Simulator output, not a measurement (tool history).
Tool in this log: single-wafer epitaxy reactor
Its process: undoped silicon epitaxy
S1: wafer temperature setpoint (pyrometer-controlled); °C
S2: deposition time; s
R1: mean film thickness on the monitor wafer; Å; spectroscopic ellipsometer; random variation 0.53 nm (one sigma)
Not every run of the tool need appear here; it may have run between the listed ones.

{"run": 1, "hour": 0.0, "S1": 640, "S2": 513, "R1": 729.71}
{"run": 2, "hour": 2.4, "S1": 640, "S2": 455, "R1": 647.52}
{"run": 3, "hour": 8.7, "S1": 647, "S2": 455, "R1": 743.64}
{"run": 4, "hour": 14.6, "S1": 641, "S2": 455, "R1": 663.12}
{"run": 5, "hour": 21.3, "S1": 643, "S2": 457, "R1": 688.22}
{"run": 6, "hour": 26.0, "S1": 643, "S2": 407, "R1": 619}
{"run": 7, "hour": 34.8, "S1": 655, "S2": 465, "R1": 879.37}
{"run": 8, "hour": 36.9, "S1": 656, "S2": 467, "R1": 910.83}
{"run": 9, "hour": 44.5, "S1": 657, "S2": 468, "R1": 927.61}
{"hour": 50.6, "done": "pyrometer calibrated"}
{"run": 10, "hour": 50.6, "S1": 658, "S2": 469, "R1": 1020.8}

Run 11 is up next; what results do you expect?
{"run": 11, "hour": 55.6, "S1": 660, "S2": 469, "R1": "?"}

Run 11 came out at R1 1061.2 Å.

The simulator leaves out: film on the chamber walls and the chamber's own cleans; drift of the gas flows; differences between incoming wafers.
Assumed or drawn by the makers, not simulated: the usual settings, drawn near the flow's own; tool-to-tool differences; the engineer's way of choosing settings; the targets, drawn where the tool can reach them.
